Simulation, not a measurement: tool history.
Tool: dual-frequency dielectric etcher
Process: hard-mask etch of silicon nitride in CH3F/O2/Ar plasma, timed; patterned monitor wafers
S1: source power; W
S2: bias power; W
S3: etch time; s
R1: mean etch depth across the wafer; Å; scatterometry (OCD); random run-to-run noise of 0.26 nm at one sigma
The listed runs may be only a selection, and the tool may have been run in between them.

Run 1, day 0.000: S1 350 W, S2 79 W, S3 114 s. Result: R1 752.46 Å.
Run 2, day 0.125: S1 350 W, S2 79 W, S3 114 s. Result: R1 744.82 Å.
Run 3, day 0.483: S1 350 W, S2 73 W, S3 114 s. Result: R1 729.57 Å.
Run 4, day 0.675: S1 350 W, S2 73 W, S3 104 s. Result: R1 664.23 Å.
Run 5, day 0.738: S1 350 W, S2 73 W, S3 104 s. Result: R1 663.29 Å.
Run 6, day 0.938: S1 350 W, S2 85 W, S3 104 s. Result: R1 704.08 Å.
Run 7, day 0.983: S1 360 W, S2 85 W, S3 104 s. Result: R1 710.90 Å.
Run 8, day 1.171: S1 370 W, S2 85 W, S3 104 s. Result: R1 714.07 Å.
Run 9, day 1.375: S1 380 W, S2 86 W, S3 104 s. Result: R1 725.97 Å.
Run 10, day 1.417: S1 390 W, S2 86 W, S3 104 s. Result: R1 734.55 Å.
Run 11, day 1.558: S1 400 W, S2 86 W, S3 104 s. Result: R1 739.26 Å.

The next listed run, before its measurement:
Run 12, day 1.850: S1 410 W, S2 86 W, S3 104 s. Result: R1 ?.

Run 12 came out at R1 749.56 Å.
